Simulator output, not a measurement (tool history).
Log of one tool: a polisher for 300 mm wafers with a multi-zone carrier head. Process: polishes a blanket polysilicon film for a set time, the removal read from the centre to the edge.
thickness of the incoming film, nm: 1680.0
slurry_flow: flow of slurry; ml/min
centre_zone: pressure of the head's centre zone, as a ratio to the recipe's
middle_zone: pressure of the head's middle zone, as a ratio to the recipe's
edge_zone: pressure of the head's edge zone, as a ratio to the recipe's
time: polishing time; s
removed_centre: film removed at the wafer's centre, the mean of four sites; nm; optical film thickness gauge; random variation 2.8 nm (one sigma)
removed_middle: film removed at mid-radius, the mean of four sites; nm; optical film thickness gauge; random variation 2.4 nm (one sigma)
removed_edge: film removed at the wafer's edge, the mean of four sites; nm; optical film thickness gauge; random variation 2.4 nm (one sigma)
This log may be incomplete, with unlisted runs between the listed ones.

run	hour	slurry_flow	centre_zone	middle_zone	edge_zone	time	removed_centre	removed_middle	removed_edge
1	0	245	1	1	1	61	404.97	419.04	404.95
2	3.6	235	0.99	0.98	0.98	57	394.25	382.43	367.28
3	10.1	225	0.97	0.97	0.99	54	359.53	352.97	356.57
4	11.4	215	0.95	0.96	0.97	51	326.87	325.03	325.73
5	20.1	215	0.88	0.96	0.97	51	304.31	328.88	326.37
6	25.1	210	0.87	0.95	0.96	48	283.83	309.44	302.75
7	31.1	205	0.87	0.94	0.95	46	273.9	291.42	295.02
8	37.5	200	0.87	0.94	0.94	44	259.48	279.23	275.2
9	41.7	195	0.87	0.93	0.93	43	247.34	269.14	272.49
10	49.3	195	0.88	0.93	0.92	41	242.19	258.92	256.95
11	58.1	195	0.88	0.92	0.91	40	234.37	247.26	251.81
12	64.2	195	0.89	0.92	0.9	39	230.3	240.26	237.38
13	72.2	195	0.89	0.91	0.89	38	220.58	233.72	229.41
14	73.6	190	0.89	0.9	0.88	38	221.72	230.03	235.3
15	76.1	190	0.89	0.9	0.88	37	222.73	218.12	224.24
16	81.8	190	0.89	0.9	0.87	37	219.69	225.28	220.82
17	85	180	0.88	0.82	0.87	29	168.61	161.86	177.47
18	86.6	185	0.88	0.83	0.88	29	171.01	166.79	176.19
19	90.7	215	0.9	0.85	0.97	35	212.86	204.21	224.6
20	92	215	0.9	0.85	0.95	35	209.63	205.95	222.89
21	100.9	215	0.9	0.85	0.94	35	212.37	203.32	218.19
22	108.7	215	0.9	0.85	0.93	35	209.41	204.68	219.31
23	114.4	210	0.92	0.85	0.86	29	177.93	165.93	180.53
24	123.4	210	0.92	0.86	0.86	29	180.46	171.86	173.77
25	128.1	210	0.92	0.86	0.87	29	176.65	170.77	175.45
26	134.3	210	0.92	0.86	0.88	29	177.36	169.49	179.84
27	140.5	210	0.92	0.86	0.88	29	179.73	172.78	181.57
28	145.1	210	0.92	0.86	0.89	29	178.74	173.33	180.59

Run 29 comes next. What will it give?
29	154.1	210	0.92	0.86	0.9	29	?	?	?

{"run 29": {"removed_centre": 179.7, "removed_middle": 169.57, "removed_edge": 179.79}}

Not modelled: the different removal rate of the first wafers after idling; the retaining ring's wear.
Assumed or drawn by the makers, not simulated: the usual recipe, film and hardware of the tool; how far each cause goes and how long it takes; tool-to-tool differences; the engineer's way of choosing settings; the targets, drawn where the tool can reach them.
